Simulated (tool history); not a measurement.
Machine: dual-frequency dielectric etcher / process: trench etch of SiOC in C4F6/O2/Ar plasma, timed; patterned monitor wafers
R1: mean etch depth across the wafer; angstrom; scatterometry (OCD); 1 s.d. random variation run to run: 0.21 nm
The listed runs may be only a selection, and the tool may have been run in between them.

run 1 hour=0.0 | source_power_(kW)=0.420 bias_power_(kW)=0.222 etch_time_(s)=22.0 | R1=464.86
run 2 hour=6.8 | source_power_(kW)=0.420 bias_power_(kW)=0.243 etch_time_(s)=22.0 | R1=484.07
run 3 hour=11.1 | source_power_(kW)=0.380 bias_power_(kW)=0.239 etch_time_(s)=22.0 | R1=463.24
run 4 hour=19.6 | source_power_(kW)=0.380 bias_power_(kW)=0.259 etch_time_(s)=22.0 | R1=477.84
run 5 hour=24.4 | source_power_(kW)=0.350 bias_power_(kW)=0.252 etch_time_(s)=22.0 | R1=456.26
run 6 hour=25.3 | source_power_(kW)=0.330 bias_power_(kW)=0.250 etch_time_(s)=22.0 | R1=441.01
run 7 hour=26.5 | source_power_(kW)=0.320 bias_power_(kW)=0.249 etch_time_(s)=22.0 | R1=436.13
-- hour=29.1 bias power generator calibrated
run 8 hour=29.1 | source_power_(kW)=0.320 bias_power_(kW)=0.249 etch_time_(s)=22.0 | R1=444.95
run 9 hour=36.3 | source_power_(kW)=0.260 bias_power_(kW)=0.241 etch_time_(s)=22.0 | R1=405.10

The next listed run, before its measurement:
run 10 hour=36.8 | source_power_(kW)=0.270 bias_power_(kW)=0.242 etch_time_(s)=22.0 | R1=?

R1: 408.19 angstrom
